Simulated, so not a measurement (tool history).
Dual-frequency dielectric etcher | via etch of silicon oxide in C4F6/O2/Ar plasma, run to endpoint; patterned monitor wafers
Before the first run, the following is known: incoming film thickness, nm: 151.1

run,hour,bias power (kW),source power (kW),Ar flow (sccm),endpoint time (s)
1,0.0,0.367,0.400,224,34.067
2,3.6,0.367,0.400,261,34.697
3,7.5,0.367,0.450,261,32.986
4,9.7,0.367,0.420,261,34.057
5,11.6,0.341,0.420,261,34.630
6,14.0,0.319,0.410,262,35.748
7,15.6,0.302,0.410,262,36.217
8,17.6,0.302,0.410,262,36.184
# hour 19.7: source power generator calibrated
9,19.7,0.287,0.410,262,36.777

What does the tool deliver on the next run?
10,22.3,0.277,0.410,262,?

{"run 10": {"endpoint time (s)": 37.468}}
